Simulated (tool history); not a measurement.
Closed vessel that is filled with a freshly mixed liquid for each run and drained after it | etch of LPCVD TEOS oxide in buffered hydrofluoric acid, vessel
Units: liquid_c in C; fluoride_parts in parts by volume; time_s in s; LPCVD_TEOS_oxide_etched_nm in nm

| run | hour | liquid_c | fluoride_parts | time_s | LPCVD_TEOS_oxide_etched_nm |
|---|---|---|---|---|---|
| 1 | 0 | 20 | 17 | 100 | 140.79 |
| 2 | 3.3 | 20 | 17 | 100 | 138.21 |
| 3 | 12.1 | 20 | 21 | 100 | 113.52 |
| 4 | 14.7 | 17.5 | 21 | 100 | 99.624 |
| 5 | 19.3 | 17.5 | 16 | 100 | 127.38 |
| 6 | 25.9 | 19 | 15.5 | 100 | 144.84 |
| 7 | 30.9 | 20.5 | 15.5 | 100 | 157.87 |
| 8 | 33.2 | 21.5 | 15.5 | 100 | 164.71 |

Forecast run 9:
| 9 | 37.1 | 22.5 | 15.5 | 100 | ? |

{"run 9": {"LPCVD_TEOS_oxide_etched_nm": 174.66}}
